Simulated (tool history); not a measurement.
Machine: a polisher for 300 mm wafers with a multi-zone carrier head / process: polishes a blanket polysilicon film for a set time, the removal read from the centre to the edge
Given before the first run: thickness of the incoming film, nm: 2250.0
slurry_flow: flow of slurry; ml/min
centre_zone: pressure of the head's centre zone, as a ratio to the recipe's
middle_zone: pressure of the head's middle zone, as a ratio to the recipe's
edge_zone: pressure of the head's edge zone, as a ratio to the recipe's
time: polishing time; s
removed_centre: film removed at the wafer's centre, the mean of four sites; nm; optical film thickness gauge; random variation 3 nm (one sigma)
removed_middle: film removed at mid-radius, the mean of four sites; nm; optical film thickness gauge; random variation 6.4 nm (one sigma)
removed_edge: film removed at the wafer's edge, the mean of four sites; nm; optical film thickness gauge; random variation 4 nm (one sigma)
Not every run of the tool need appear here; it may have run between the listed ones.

Run 1, hour 0: slurry_flow 130 ml/min, centre_zone 1, middle_zone 1, edge_zone 1, time 70 s. Result: removed_centre 313.02 nm, removed_middle 306.24 nm, removed_edge 309.8 nm.
Run 2, hour 5: slurry_flow 130 ml/min, centre_zone 0.92, middle_zone 1, edge_zone 1, time 70 s. Result: removed_centre 286.35 nm, removed_middle 301.19 nm, removed_edge 305.11 nm.
Run 3, hour 12.3: slurry_flow 105 ml/min, centre_zone 0.92, middle_zone 1, edge_zone 1, time 70 s. Result: removed_centre 271.73 nm, removed_middle 292.51 nm, removed_edge 294.72 nm.
Run 4, hour 14.2: slurry_flow 115 ml/min, centre_zone 0.95, middle_zone 1.04, edge_zone 1.03, time 74 s. Result: removed_centre 305.04 nm, removed_middle 330.55 nm, removed_edge 323.28 nm.
Run 5, hour 15.8: slurry_flow 125 ml/min, centre_zone 0.97, middle_zone 1.07, edge_zone 1.06, time 77 s. Result: removed_centre 331.3 nm, removed_middle 356.83 nm, removed_edge 351.01 nm.
Run 6, hour 19.3: slurry_flow 135 ml/min, centre_zone 0.99, middle_zone 1.1, edge_zone 1.07, time 79 s. Result: removed_centre 350.48 nm, removed_middle 373.79 nm, removed_edge 362.48 nm.
Run 7, hour 22: slurry_flow 140 ml/min, centre_zone 1, middle_zone 1.12, edge_zone 1.08, time 82 s. Result: removed_centre 373.27 nm, removed_middle 395.05 nm, removed_edge 370.21 nm.
Run 8, hour 30: slurry_flow 140 ml/min, centre_zone 1.01, middle_zone 1.13, edge_zone 1.1, time 85 s. Result: removed_centre 383.13 nm, removed_middle 419.39 nm, removed_edge 392.75 nm.

What will run 9 give?
Run 9, hour 36.6: slurry_flow 150 ml/min, centre_zone 1.02, middle_zone 1.14, edge_zone 1.12, time 86 s. Result: removed_centre ?, removed_middle ?, removed_edge ?.

{"run 9": {"removed_centre": 397.57, "removed_middle": 432.85, "removed_edge": 407.4}}
